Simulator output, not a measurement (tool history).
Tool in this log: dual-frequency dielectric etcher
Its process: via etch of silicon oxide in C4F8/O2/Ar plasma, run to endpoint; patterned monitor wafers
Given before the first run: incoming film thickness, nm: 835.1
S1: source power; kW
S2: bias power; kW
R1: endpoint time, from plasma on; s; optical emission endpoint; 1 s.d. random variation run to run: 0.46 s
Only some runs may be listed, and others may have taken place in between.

run 1 hour=0.0 | S1=2.350 S2=2.668 | R1=145.97
run 2 hour=3.8 | S1=2.420 S2=2.700 | R1=143.86
run 3 hour=4.8 | S1=2.420 S2=2.266 | R1=150.05
run 4 hour=8.4 | S1=2.610 S2=2.266 | R1=145.03
run 5 hour=9.5 | S1=2.610 S2=1.922 | R1=151.96
run 6 hour=18.5 | S1=2.230 S2=1.922 | R1=163.28
run 7 hour=26.8 | S1=2.700 S2=2.456 | R1=139.81
run 8 hour=28.7 | S1=2.740 S2=2.472 | R1=138.99
run 9 hour=35.3 | S1=2.780 S2=2.489 | R1=138.42
run 10 hour=39.0 | S1=2.820 S2=2.508 | R1=136.39
run 11 hour=46.6 | S1=2.850 S2=2.521 | R1=135.60
run 12 hour=52.1 | S1=2.880 S2=2.533 | R1=135.44

Run 13 has not been measured yet. What should we expect?
run 13 hour=59.9 | S1=2.910 S2=2.546 | R1=?

Run 13 measured R1 134.49 s.
